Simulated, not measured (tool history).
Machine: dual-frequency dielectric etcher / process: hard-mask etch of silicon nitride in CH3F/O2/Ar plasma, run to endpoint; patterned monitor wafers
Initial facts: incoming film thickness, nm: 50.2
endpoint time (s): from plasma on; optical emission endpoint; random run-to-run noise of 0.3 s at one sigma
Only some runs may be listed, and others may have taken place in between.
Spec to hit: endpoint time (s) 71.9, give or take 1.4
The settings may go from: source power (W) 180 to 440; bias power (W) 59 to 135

Run 1, hour 0: source power (W) 310, bias power (W) 97. Result: endpoint time (s) 63.987.
Run 2, hour 8.8: source power (W) 350, bias power (W) 97. Result: endpoint time (s) 62.07.
Run 3, hour 16.3: source power (W) 340, bias power (W) 96. Result: endpoint time (s) 62.512.
Run 4, hour 22.5: source power (W) 340, bias power (W) 102. Result: endpoint time (s) 60.944.
Run 5, hour 28.2: source power (W) 330, bias power (W) 101. Result: endpoint time (s) 62.349.
Run 6, hour 30.9: source power (W) 330, bias power (W) 118. Result: endpoint time (s) 58.113.
Run 7, hour 35.5: source power (W) 320, bias power (W) 116. Result: endpoint time (s) 59.271.
Run 8, hour 43.3: source power (W) 310, bias power (W) 114. Result: endpoint time (s) 60.185.
Run 9, hour 46.3: source power (W) 300, bias power (W) 112. Result: endpoint time (s) 60.978.
Run 10, hour 50.8: source power (W) 290, bias power (W) 110. Result: endpoint time (s) 62.032.
Run 11, hour 52.6: source power (W) 280, bias power (W) 108. Result: endpoint time (s) 62.842.

Next run, 4 choices. One meets every target within its allowed miss, the rest don't. Which?
Run A, hour 54.4: source power (W) 250, bias power (W) 88. Result: endpoint time (s) ?.
Run B, hour 54.4: source power (W) 220, bias power (W) 84. Result: endpoint time (s) ?.
Run C, hour 54.4: source power (W) 230, bias power (W) 81. Result: endpoint time (s) ?.
Run D, hour 54.4: source power (W) 240, bias power (W) 79. Result: endpoint time (s) ?.

move  endpoint time (s)
   A             71.527
   B             75.641
   C             75.833
   D             75.692
A: each result inside its tolerance
B: carries the result that was furthest off beyond its target, to the other side
C: carries the result that was furthest off beyond its target, to the other side
D: carries the result that was furthest off beyond its target, to the other side
The move that meets every target is A.
